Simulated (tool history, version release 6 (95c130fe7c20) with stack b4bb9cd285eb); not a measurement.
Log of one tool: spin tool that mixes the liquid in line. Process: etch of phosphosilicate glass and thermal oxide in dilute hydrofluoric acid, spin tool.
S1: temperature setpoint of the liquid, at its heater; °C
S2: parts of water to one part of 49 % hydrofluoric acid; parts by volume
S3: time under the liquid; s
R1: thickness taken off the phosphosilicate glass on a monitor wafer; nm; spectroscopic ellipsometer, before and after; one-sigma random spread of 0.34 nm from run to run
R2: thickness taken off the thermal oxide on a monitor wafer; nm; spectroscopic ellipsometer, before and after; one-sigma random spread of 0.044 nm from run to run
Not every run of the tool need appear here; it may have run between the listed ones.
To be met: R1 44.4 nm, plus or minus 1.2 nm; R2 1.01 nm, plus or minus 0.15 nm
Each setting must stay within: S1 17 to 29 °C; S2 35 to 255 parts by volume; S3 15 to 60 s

| run | hour | S1 | S2 | S3 | R1 | R2 |
|---|---|---|---|---|---|---|
| 1 | 0 | 21 | 145 | 30 | 32.145 | 0.67264 |
| 2 | 5.3 | 21 | 145 | 45 | 47.873 | 1.1187 |
| 3 | 13.2 | 21 | 145 | 60 | 64.589 | 1.5204 |
| 4 | 19.5 | 21 | 125 | 60 | 76.236 | 1.7484 |
| 5 | 21 | 21 | 85 | 60 | 116.69 | 2.653 |
| 6 | 25.9 | 20.5 | 100 | 60 | 96.751 | 2.0966 |
| 7 | 30.2 | 20 | 115 | 60 | 79.442 | 1.8452 |
| 8 | 31 | 19.5 | 125 | 60 | 72.078 | 1.5483 |
| 9 | 32.7 | 19.5 | 180 | 60 | 47.354 | 1.0612 |

Pick the move, out of 5, that brings all results within their allowed miss; only one does.
| A | 34.4 | 26.5 | 220 | 60 | ? | ? |
| B | 34.4 | 21.5 | 190 | 60 | ? | ? |
| C | 34.4 | 18 | 160 | 55 | ? | ? |
| D | 34.4 | 17 | 160 | 55 | ? | ? |
| E | 34.4 | 19 | 165 | 55 | ? | ? |

| move | R1 | R2 |
|---|---|---|
| A | 47.877 | 1.0286 |
| B | 47.614 | 1.023 |
| C | 46.551 | 1.0001 |
| D | 44.7 | 0.96037 |
| E | 46.755 | 1.0045 |
A: further off than the last run
B: further off than the last run
C: gains on the last run, yet a result remains outside its allowed miss
D: hits every target within its allowed miss
E: gains on the last run, yet a result remains outside its allowed miss
Correct choice: D, which meets every target

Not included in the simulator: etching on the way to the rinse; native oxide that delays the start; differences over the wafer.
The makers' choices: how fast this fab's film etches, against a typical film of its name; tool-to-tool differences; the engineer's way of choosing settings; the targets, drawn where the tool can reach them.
